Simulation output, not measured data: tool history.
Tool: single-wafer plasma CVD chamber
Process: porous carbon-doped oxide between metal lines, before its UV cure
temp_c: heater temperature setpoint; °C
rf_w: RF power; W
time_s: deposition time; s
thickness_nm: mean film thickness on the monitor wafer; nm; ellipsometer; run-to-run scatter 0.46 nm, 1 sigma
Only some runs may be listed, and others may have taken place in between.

run 1 hour=0 | temp_c=290 rf_w=490 time_s=22.9 | thickness_nm=126.75
run 2 hour=3.1 | temp_c=294 rf_w=485 time_s=22.9 | thickness_nm=123.21
run 3 hour=5.4 | temp_c=297 rf_w=480 time_s=22.9 | thickness_nm=118.87
run 4 hour=10.4 | temp_c=299 rf_w=480 time_s=22.9 | thickness_nm=117.65
run 5 hour=15.1 | temp_c=300 rf_w=480 time_s=22.9 | thickness_nm=117.63
run 6 hour=22.6 | temp_c=300 rf_w=530 time_s=22.9 | thickness_nm=125.49

Expected results for the next run?
run 7 hour=31.2 | temp_c=303 rf_w=520 time_s=22.9 | thickness_nm=?

thickness_nm: 121.26 nm

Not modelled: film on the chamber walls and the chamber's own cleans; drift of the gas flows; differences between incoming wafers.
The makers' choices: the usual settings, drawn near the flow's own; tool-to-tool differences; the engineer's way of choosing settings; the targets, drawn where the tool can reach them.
